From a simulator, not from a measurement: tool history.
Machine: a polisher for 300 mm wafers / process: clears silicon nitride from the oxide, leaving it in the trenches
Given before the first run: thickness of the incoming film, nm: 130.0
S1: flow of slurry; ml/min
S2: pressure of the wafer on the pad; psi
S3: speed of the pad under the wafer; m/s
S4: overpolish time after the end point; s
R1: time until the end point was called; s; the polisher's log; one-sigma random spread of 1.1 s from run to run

run 1 hour=0 | S1=315 S2=2.8 S3=0.86 S4=8 | R1=148.4
run 2 hour=2.9 | S1=315 S2=2.8 S3=0.7 S4=8 | R1=184.36
run 3 hour=4.5 | S1=315 S2=3.1 S3=0.7 S4=8 | R1=166.2
run 4 hour=5.9 | S1=265 S2=3.1 S3=0.7 S4=8 | R1=169.58
run 5 hour=7.4 | S1=270 S2=3.4 S3=0.7 S4=8 | R1=158.23
run 6 hour=12 | S1=275 S2=3.6 S3=0.72 S4=8 | R1=145.63
run 7 hour=17.3 | S1=280 S2=3.8 S3=0.74 S4=8 | R1=134.18
run 8 hour=22.9 | S1=280 S2=3.8 S3=0.74 S4=8 | R1=134.07
run 9 hour=26 | S1=285 S2=3.9 S3=0.76 S4=8 | R1=126.46

For run 10, what comes out?
run 10 hour=31.2 | S1=290 S2=4 S3=0.76 S4=8 | R1=?

Run 10 produced R1 123.09 s.
